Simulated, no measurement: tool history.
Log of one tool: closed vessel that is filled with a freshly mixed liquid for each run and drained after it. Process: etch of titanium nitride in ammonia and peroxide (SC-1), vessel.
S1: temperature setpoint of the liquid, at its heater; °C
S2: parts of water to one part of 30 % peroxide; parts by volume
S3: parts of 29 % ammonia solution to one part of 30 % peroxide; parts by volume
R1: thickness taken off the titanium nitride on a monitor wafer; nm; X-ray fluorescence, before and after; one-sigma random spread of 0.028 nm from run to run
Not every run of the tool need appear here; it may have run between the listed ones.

{"run": 1, "hour": 0.0, "S1": 59, "S2": 11, "S3": 0.5, "time in the liquid (s)": 35, "R1": 4.9845}
{"run": 2, "hour": 3.7, "S1": 58.5, "S2": 11, "S3": 0.5, "time in the liquid (s)": 35, "R1": 4.8297}
{"run": 3, "hour": 4.6, "S1": 58, "S2": 11, "S3": 0.5, "time in the liquid (s)": 35, "R1": 4.6833}
{"run": 4, "hour": 6.7, "S1": 64.5, "S2": 11, "S3": 0.5, "time in the liquid (s)": 35, "R1": 7.1969}
{"run": 5, "hour": 10.6, "S1": 62.5, "S2": 11, "S3": 0.5, "time in the liquid (s)": 35, "R1": 6.3223}
{"run": 6, "hour": 13.7, "S1": 62.5, "S2": 15, "S3": 0.5, "time in the liquid (s)": 35, "R1": 5.3636}
{"run": 7, "hour": 19.6, "S1": 61.5, "S2": 15, "S3": 0.5, "time in the liquid (s)": 35, "R1": 4.9905}
{"run": 8, "hour": 24.0, "S1": 61, "S2": 15, "S3": 0.5, "time in the liquid (s)": 35, "R1": 4.8386}

Run 9 has not been measured yet. What should we expect?
{"run": 9, "hour": 25.7, "S1": 60.5, "S2": 15, "S3": 0.5, "time in the liquid (s)": 35, "R1": "?"}

{"run 9": {"R1": 4.6381}}
